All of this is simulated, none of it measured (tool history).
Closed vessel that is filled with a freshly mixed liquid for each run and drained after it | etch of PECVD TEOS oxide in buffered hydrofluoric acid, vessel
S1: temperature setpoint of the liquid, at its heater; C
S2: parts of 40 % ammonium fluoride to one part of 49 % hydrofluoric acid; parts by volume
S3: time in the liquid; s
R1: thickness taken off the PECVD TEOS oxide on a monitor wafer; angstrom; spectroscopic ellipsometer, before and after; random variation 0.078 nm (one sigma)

{"run": 1, "hour": 0.0, "S1": 21.0, "S2": 17.0, "S3": 30, "R1": 203.51}
{"run": 2, "hour": 5.2, "S1": 21.0, "S2": 18.5, "S3": 30, "R1": 188.8}
{"run": 3, "hour": 12.2, "S1": 21.0, "S2": 16.0, "S3": 30, "R1": 217.78}
{"run": 4, "hour": 13.0, "S1": 21.0, "S2": 14.0, "S3": 30, "R1": 247.56}
{"hour": 15.1, "done": "hydrofluoric acid flow meter replaced"}
{"run": 5, "hour": 15.1, "S1": 21.0, "S2": 18.5, "S3": 30, "R1": 167.11}
{"run": 6, "hour": 20.9, "S1": 20.5, "S2": 19.0, "S3": 30, "R1": 159.63}
{"run": 7, "hour": 21.7, "S1": 20.0, "S2": 19.0, "S3": 30, "R1": 156.73}

The next listed run, before its measurement:
{"run": 8, "hour": 26.4, "S1": 19.5, "S2": 19.0, "S3": 30, "R1": "?"}

Run 8 gave R1 150.93 angstrom.
